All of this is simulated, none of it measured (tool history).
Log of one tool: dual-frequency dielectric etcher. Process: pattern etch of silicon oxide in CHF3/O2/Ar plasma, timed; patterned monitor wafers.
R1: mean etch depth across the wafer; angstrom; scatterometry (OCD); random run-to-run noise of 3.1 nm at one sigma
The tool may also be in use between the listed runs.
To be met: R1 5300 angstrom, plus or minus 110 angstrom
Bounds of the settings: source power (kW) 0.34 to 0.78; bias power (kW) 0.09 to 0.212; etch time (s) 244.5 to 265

Run 1, hour 0: source power (kW) 0.56, bias power (kW) 0.151, etch time (s) 265. Result: R1 4635.5 angstrom.
Run 2, hour 8.5: source power (kW) 0.56, bias power (kW) 0.151, etch time (s) 244.5. Result: R1 4183.3 angstrom.
Run 3, hour 16.4: source power (kW) 0.61, bias power (kW) 0.151, etch time (s) 244.5. Result: R1 4411.8 angstrom.
Run 4, hour 23.2: source power (kW) 0.61, bias power (kW) 0.17, etch time (s) 244.5. Result: R1 4616.4 angstrom.
At hour 26.4: wet clean of the chamber.
Run 5, hour 26.4: source power (kW) 0.63, bias power (kW) 0.171, etch time (s) 244.5. Result: R1 4853.3 angstrom.
Run 6, hour 29.4: source power (kW) 0.57, bias power (kW) 0.171, etch time (s) 244.5. Result: R1 4587.5 angstrom.
Run 7, hour 38.1: source power (kW) 0.59, bias power (kW) 0.172, etch time (s) 244.5. Result: R1 4681.8 angstrom.
Run 8, hour 41.3: source power (kW) 0.61, bias power (kW) 0.173, etch time (s) 244.5. Result: R1 4772.7 angstrom.
Run 9, hour 50.4: source power (kW) 0.62, bias power (kW) 0.173, etch time (s) 244.5. Result: R1 4813.6 angstrom.

Consider the 4 candidate settings below. Which is the only one whose results all fall within their allowed miss of target?
Run A, hour 59.5: source power (kW) 0.61, bias power (kW) 0.173, etch time (s) 260. Result: R1 ?.
Run B, hour 59.5: source power (kW) 0.72, bias power (kW) 0.171, etch time (s) 248.5. Result: R1 ?.
Run C, hour 59.5: source power (kW) 0.75, bias power (kW) 0.175, etch time (s) 255.5. Result: R1 ?.
Run D, hour 59.5: source power (kW) 0.67, bias power (kW) 0.208, etch time (s) 256. Result: R1 ?.

move      R1
   A  5083.5
   B  5299.7
   C  5600.6
   D    5544
A: moves toward the targets from the last run without getting all of them in spec
B: meets every target
C: pushes the last run's worst result past its target
D: pushes the last run's worst result past its target
Move B is the one to make.
